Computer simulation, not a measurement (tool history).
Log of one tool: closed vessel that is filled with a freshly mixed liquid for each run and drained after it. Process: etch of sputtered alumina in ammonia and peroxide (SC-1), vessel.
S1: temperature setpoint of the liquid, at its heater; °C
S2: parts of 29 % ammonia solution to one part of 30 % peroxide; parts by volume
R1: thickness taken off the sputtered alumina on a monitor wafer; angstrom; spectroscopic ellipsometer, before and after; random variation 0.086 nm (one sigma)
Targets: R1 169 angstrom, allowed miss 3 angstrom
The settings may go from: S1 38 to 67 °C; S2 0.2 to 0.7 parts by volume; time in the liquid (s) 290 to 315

{"run": 1, "day": 0.0, "S1": 51, "S2": 0.4, "time in the liquid (s)": 290, "R1": 130.33}
{"run": 2, "day": 0.217, "S1": 52.5, "S2": 0.4, "time in the liquid (s)": 290, "R1": 140.86}
{"run": 3, "day": 0.596, "S1": 46, "S2": 0.4, "time in the liquid (s)": 290, "R1": 97.92}
{"run": 4, "day": 0.983, "S1": 46, "S2": 0.55, "time in the liquid (s)": 290, "R1": 101.76}
{"run": 5, "day": 1.062, "S1": 48.5, "S2": 0.55, "time in the liquid (s)": 290, "R1": 115.81}
{"run": 6, "day": 1.267, "S1": 42, "S2": 0.55, "time in the liquid (s)": 290, "R1": 80.854}
{"run": 7, "day": 1.65, "S1": 45.5, "S2": 0.55, "time in the liquid (s)": 290, "R1": 99.201}
{"run": 8, "day": 1.888, "S1": 48, "S2": 0.55, "time in the liquid (s)": 290, "R1": 113.6}
{"day": 2.079, "done": "ammonia flow meter replaced"}
{"run": 9, "day": 2.079, "S1": 50, "S2": 0.55, "time in the liquid (s)": 290, "R1": 125.93}
{"run": 10, "day": 2.329, "S1": 56.5, "S2": 0.55, "time in the liquid (s)": 290, "R1": 176.66}
{"run": 11, "day": 2.708, "S1": 56, "S2": 0.55, "time in the liquid (s)": 290, "R1": 173.37}

4 next moves are on the table. One of them brings every result within its allowed miss. Which?
{"run": "A", "day": 3.088, "S1": 53.5, "S2": 0.7, "time in the liquid (s)": 315, "R1": "?"}
{"run": "B", "day": 3.088, "S1": 55, "S2": 0.55, "time in the liquid (s)": 290, "R1": "?"}
{"run": "C", "day": 3.088, "S1": 53, "S2": 0.65, "time in the liquid (s)": 315, "R1": "?"}
{"run": "D", "day": 3.088, "S1": 56, "S2": 0.5, "time in the liquid (s)": 295, "R1": "?"}

move=A R1=169.19
move=B R1=164.93
move=C R1=163.55
move=D R1=175.31
A: meets every target
B: takes the result that was furthest off past its target
C: takes the result that was furthest off past its target
D: further off than the last run
Move A is the one to make.
